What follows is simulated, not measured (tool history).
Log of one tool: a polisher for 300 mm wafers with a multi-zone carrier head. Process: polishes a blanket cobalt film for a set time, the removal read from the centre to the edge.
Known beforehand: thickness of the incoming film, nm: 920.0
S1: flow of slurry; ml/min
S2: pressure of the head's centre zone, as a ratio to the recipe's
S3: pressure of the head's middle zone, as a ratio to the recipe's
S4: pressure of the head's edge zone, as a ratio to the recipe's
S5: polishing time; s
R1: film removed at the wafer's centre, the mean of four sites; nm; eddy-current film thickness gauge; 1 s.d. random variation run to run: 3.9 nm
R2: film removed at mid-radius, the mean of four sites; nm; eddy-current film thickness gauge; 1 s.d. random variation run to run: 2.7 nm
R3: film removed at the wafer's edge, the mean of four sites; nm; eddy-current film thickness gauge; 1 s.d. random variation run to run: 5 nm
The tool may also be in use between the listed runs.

run  hour   S1    S2    S3    S4  S5      R1      R2      R3
  1   0.0  195  1.00  1.00  1.00  51  329.65  334.94  337.75
  2   1.6  195  1.00  1.00  1.00  40  255.46  262.26  272.11
  3   3.4  195  1.00  1.00  1.06  40  256.30  261.91  270.33
  4  11.0  195  1.00  1.00  1.03  40  258.35  261.59  272.17
  5  17.3  195  1.00  1.00  1.03  27  172.61  175.37  182.40
  6  23.8  195  1.00  1.00  1.08  27  175.03  178.85  185.97
  7  26.0  205  1.03  0.98  1.09  36  244.96  236.02  251.90

What does the tool deliver on the next run?
  8  30.4  225  1.06  0.98  1.12  40   ?   ?   ?

{"run 8": {"R1": 276.57, "R2": 262.44, "R3": 280.95}}
